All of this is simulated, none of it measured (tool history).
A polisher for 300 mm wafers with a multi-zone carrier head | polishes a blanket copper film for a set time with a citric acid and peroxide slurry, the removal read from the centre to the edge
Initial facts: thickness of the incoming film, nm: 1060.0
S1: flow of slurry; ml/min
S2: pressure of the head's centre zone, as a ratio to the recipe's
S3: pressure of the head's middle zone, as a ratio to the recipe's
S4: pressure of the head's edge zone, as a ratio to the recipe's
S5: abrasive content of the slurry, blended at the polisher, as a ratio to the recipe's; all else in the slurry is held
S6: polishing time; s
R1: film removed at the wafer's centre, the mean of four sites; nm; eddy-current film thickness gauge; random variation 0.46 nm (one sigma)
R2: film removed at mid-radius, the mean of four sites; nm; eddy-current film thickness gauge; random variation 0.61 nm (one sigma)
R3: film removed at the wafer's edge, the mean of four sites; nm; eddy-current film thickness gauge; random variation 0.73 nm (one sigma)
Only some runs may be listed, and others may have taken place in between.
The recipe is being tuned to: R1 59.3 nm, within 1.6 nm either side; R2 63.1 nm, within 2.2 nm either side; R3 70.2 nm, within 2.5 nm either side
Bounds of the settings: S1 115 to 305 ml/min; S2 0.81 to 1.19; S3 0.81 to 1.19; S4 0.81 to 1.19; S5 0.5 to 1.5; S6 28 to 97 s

{"run": 1, "day": 0.0, "S1": 195, "S2": 1, "S3": 1, "S4": 1, "S5": 1, "S6": 62, "R1": 80.457, "R2": 80.099, "R3": 79.571}
{"run": 2, "day": 0.192, "S1": 185, "S2": 0.96, "S3": 0.96, "S4": 0.99, "S5": 0.95, "S6": 62, "R1": 77.176, "R2": 76.118, "R3": 79.138}
{"run": 3, "day": 0.358, "S1": 185, "S2": 0.89, "S3": 0.96, "S4": 0.99, "S5": 0.95, "S6": 62, "R1": 69.874, "R2": 77.871, "R3": 80.019}
{"run": 4, "day": 0.658, "S1": 185, "S2": 0.89, "S3": 0.93, "S4": 0.99, "S5": 0.95, "S6": 62, "R1": 69.846, "R2": 76.065, "R3": 79.937}
{"run": 5, "day": 0.754, "S1": 175, "S2": 0.88, "S3": 0.91, "S4": 0.97, "S5": 0.85, "S6": 62, "R1": 67.712, "R2": 72.23, "R3": 75.853}
{"run": 6, "day": 1.004, "S1": 175, "S2": 0.81, "S3": 0.91, "S4": 0.97, "S5": 0.85, "S6": 62, "R1": 62.495, "R2": 72.724, "R3": 76.92}
{"run": 7, "day": 1.25, "S1": 165, "S2": 0.81, "S3": 0.89, "S4": 0.96, "S5": 0.8, "S6": 62, "R1": 60.157, "R2": 70.948, "R3": 75.554}
{"run": 8, "day": 1.412, "S1": 160, "S2": 0.82, "S3": 0.87, "S4": 0.95, "S5": 0.75, "S6": 62, "R1": 60.536, "R2": 69.935, "R3": 72.923}
{"run": 9, "day": 1.508, "S1": 160, "S2": 0.83, "S3": 0.85, "S4": 0.97, "S5": 0.7, "S6": 61, "R1": 59.426, "R2": 67.182, "R3": 73.856}
{"run": 10, "day": 1.667, "S1": 155, "S2": 0.84, "S3": 0.84, "S4": 0.96, "S5": 0.7, "S6": 61, "R1": 59.047, "R2": 65.569, "R3": 71.317}
{"run": 11, "day": 1.892, "S1": 155, "S2": 0.85, "S3": 0.83, "S4": 0.96, "S5": 0.7, "S6": 61, "R1": 61.06, "R2": 65.013, "R3": 72.75}

Below are 4 possible settings for the next run. Only one of them brings all results inside the allowed miss of their targets. Which is it?
{"run": "A", "day": 2.117, "S1": 155, "S2": 0.83, "S3": 0.81, "S4": 1.04, "S5": 0.8, "S6": 56, "R1": "?", "R2": "?", "R3": "?"}
{"run": "B", "day": 2.117, "S1": 125, "S2": 0.87, "S3": 0.85, "S4": 0.97, "S5": 0.6, "S6": 63, "R1": "?", "R2": "?", "R3": "?"}
{"run": "C", "day": 2.117, "S1": 130, "S2": 0.88, "S3": 0.81, "S4": 0.93, "S5": 0.7, "S6": 64, "R1": "?", "R2": "?", "R3": "?"}
{"run": "D", "day": 2.117, "S1": 125, "S2": 0.82, "S3": 0.81, "S4": 0.96, "S5": 0.55, "S6": 68, "R1": "?", "R2": "?", "R3": "?"}

move=A R1=55.871 R2=58.941 R3=69.881
move=B R1=59.983 R2=62.476 R3=70.694
move=C R1=63.517 R2=63.51 R3=72.253
move=D R1=60.397 R2=64.963 R3=75.239
A: takes the result that was furthest off past its target
B: meets every target
C: the biggest miss grows against the last run
D: the worst result of the last run now meets its target, but another is out of spec
B meets every target.
